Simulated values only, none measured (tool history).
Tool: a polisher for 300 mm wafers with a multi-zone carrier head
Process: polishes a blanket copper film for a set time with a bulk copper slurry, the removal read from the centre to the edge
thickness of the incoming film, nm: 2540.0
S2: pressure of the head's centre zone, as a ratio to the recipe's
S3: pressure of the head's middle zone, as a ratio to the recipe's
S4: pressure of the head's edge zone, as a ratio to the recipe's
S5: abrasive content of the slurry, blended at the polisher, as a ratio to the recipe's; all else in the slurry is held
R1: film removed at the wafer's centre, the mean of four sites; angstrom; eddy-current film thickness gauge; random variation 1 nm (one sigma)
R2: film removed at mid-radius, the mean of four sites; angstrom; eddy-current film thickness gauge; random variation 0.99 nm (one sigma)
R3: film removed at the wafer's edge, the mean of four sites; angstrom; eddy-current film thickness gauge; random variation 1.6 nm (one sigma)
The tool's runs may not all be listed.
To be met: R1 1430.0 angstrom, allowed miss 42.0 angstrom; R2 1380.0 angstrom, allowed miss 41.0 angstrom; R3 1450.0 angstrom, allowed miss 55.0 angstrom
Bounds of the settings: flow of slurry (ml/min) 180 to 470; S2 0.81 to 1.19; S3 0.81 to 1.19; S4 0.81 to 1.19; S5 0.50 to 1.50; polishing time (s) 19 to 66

{"run": 1, "hour": 0.0, "flow of slurry (ml/min)": 300, "S2": 1.0, "S3": 1.0, "S4": 1.0, "S5": 1.0, "polishing time (s)": 42, "R1": 1956.0, "R2": 1996.2, "R3": 2107.9}
{"run": 2, "hour": 1.6, "flow of slurry (ml/min)": 300, "S2": 1.0, "S3": 0.99, "S4": 0.98, "S5": 0.95, "polishing time (s)": 41, "R1": 1900.0, "R2": 1930.2, "R3": 2047.2}
{"run": 3, "hour": 3.4, "flow of slurry (ml/min)": 300, "S2": 1.0, "S3": 0.99, "S4": 1.06, "S5": 0.95, "polishing time (s)": 41, "R1": 1915.3, "R2": 1934.8, "R3": 2097.8}
{"run": 4, "hour": 10.3, "flow of slurry (ml/min)": 300, "S2": 1.0, "S3": 0.99, "S4": 1.06, "S5": 0.95, "polishing time (s)": 31, "R1": 1455.1, "R2": 1436.2, "R3": 1558.2}
{"run": 5, "hour": 13.9, "flow of slurry (ml/min)": 300, "S2": 1.0, "S3": 0.99, "S4": 1.06, "S5": 0.95, "polishing time (s)": 38, "R1": 1779.2, "R2": 1795.4, "R3": 1963.6}
{"run": 6, "hour": 18.2, "flow of slurry (ml/min)": 300, "S2": 0.93, "S3": 0.99, "S4": 1.06, "S5": 0.95, "polishing time (s)": 38, "R1": 1637.6, "R2": 1795.8, "R3": 1922.8}
{"run": 7, "hour": 19.0, "flow of slurry (ml/min)": 300, "S2": 0.93, "S3": 0.99, "S4": 1.06, "S5": 0.95, "polishing time (s)": 38, "R1": 1657.0, "R2": 1794.4, "R3": 1933.4}
{"run": 8, "hour": 20.0, "flow of slurry (ml/min)": 300, "S2": 0.94, "S3": 0.99, "S4": 1.04, "S5": 0.9, "polishing time (s)": 37, "R1": 1598.6, "R2": 1713.7, "R3": 1834.5}
{"run": 9, "hour": 23.0, "flow of slurry (ml/min)": 300, "S2": 0.95, "S3": 0.99, "S4": 1.02, "S5": 0.85, "polishing time (s)": 37, "R1": 1611.1, "R2": 1684.9, "R3": 1800.6}
{"run": 10, "hour": 28.6, "flow of slurry (ml/min)": 300, "S2": 0.95, "S3": 0.99, "S4": 1.02, "S5": 0.85, "polishing time (s)": 37, "R1": 1610.2, "R2": 1696.9, "R3": 1828.4}
{"hour": 34.0, "done": "edge zone pressure recalibrated"}
{"run": 11, "hour": 34.0, "flow of slurry (ml/min)": 300, "S2": 0.96, "S3": 0.99, "S4": 1.0, "S5": 0.8, "polishing time (s)": 36, "R1": 1589.2, "R2": 1641.8, "R3": 1643.6}
{"run": 12, "hour": 35.6, "flow of slurry (ml/min)": 295, "S2": 0.95, "S3": 0.97, "S4": 0.99, "S5": 0.8, "polishing time (s)": 36, "R1": 1556.5, "R2": 1627.3, "R3": 1673.2}

5 next moves are on the table. One of them brings every result within its allowed miss. Which?
{"run": "A", "hour": 37.2, "flow of slurry (ml/min)": 235, "S2": 1.14, "S3": 1.0, "S4": 0.96, "S5": 0.5, "polishing time (s)": 33, "R1": "?", "R2": "?", "R3": "?"}
{"run": "B", "hour": 37.2, "flow of slurry (ml/min)": 270, "S2": 0.93, "S3": 0.81, "S4": 1.1, "S5": 1.05, "polishing time (s)": 31, "R1": "?", "R2": "?", "R3": "?"}
{"run": "C", "hour": 37.2, "flow of slurry (ml/min)": 210, "S2": 1.03, "S3": 0.96, "S4": 1.0, "S5": 1.05, "polishing time (s)": 31, "R1": "?", "R2": "?", "R3": "?"}
{"run": "D", "hour": 37.2, "flow of slurry (ml/min)": 315, "S2": 1.17, "S3": 0.9, "S4": 0.99, "S5": 0.7, "polishing time (s)": 33, "R1": "?", "R2": "?", "R3": "?"}
{"run": "E", "hour": 37.2, "flow of slurry (ml/min)": 255, "S2": 0.97, "S3": 0.96, "S4": 1.02, "S5": 0.75, "polishing time (s)": 32, "R1": "?", "R2": "?", "R3": "?"}

move=A R1=1563.4 R2=1402.7 R3=1390.8
move=B R1=1342.9 R2=1278.0 R3=1563.3
move=C R1=1435.2 R2=1388.8 R3=1451.4
move=D R1=1733.4 R2=1402.1 R3=1509.4
move=E R1=1369.1 R2=1403.8 R3=1471.0
A: brings the result that was furthest off to its target, and leaves another outside
B: takes the result that was furthest off past its target
C: meets every target
D: brings the result that was furthest off to its target, and leaves another outside
E: brings the result that was furthest off to its target, and leaves another outside
Move C is the one to make.
